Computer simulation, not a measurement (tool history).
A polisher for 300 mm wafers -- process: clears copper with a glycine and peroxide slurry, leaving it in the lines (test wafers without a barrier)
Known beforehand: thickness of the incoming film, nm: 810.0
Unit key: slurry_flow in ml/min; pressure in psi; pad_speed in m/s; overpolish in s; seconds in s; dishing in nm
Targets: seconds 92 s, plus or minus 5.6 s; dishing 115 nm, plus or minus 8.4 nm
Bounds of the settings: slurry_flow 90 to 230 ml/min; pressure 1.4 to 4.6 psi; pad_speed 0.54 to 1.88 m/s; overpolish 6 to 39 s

run,hour,slurry_flow,pressure,pad_speed,overpolish,seconds,dishing
1,0,150,3,1.2,20,145.19,72.928
2,2.6,150,3.2,1.22,20,130.87,78.094
3,11.1,150,2.8,1.22,20,151.44,73.069
4,12,150,3,1.24,21,144.53,75.142
5,16,150,3.2,1.26,22,128.92,82.448
6,18.2,150,3.3,1.26,23,129.13,86.928
7,19.9,150,3.5,1.28,23,117.73,91.733
8,21.8,150,3.6,1.28,23,117.27,94.931
9,26.5,150,3.7,1.28,23,112.86,100.05
10,27,150,3.8,1.28,23,112.46,96.165

Of the 5 settings listed for the next run, only one would bring every result within its allowed miss of target. Which one?
A,27.5,165,2.9,1.18,25,?,?
B,27.5,135,3.1,1.06,28,?,?
C,27.5,155,3.4,1.3,19,?,?
D,27.5,180,3.9,1.46,25,?,?
E,27.5,125,4.2,1.26,39,?,?

move,seconds,dishing
A,142.03,82.746
B,152.24,85.969
C,114.92,79.854
D,89.504,110.76
E,101.88,130.32
A: its largest miss is bigger than the last run's
B: its largest miss is bigger than the last run's
C: its largest miss is bigger than the last run's
D: meets every target
E: moves toward the targets from the last run without getting all of them in spec
Correct choice: D, which meets every target
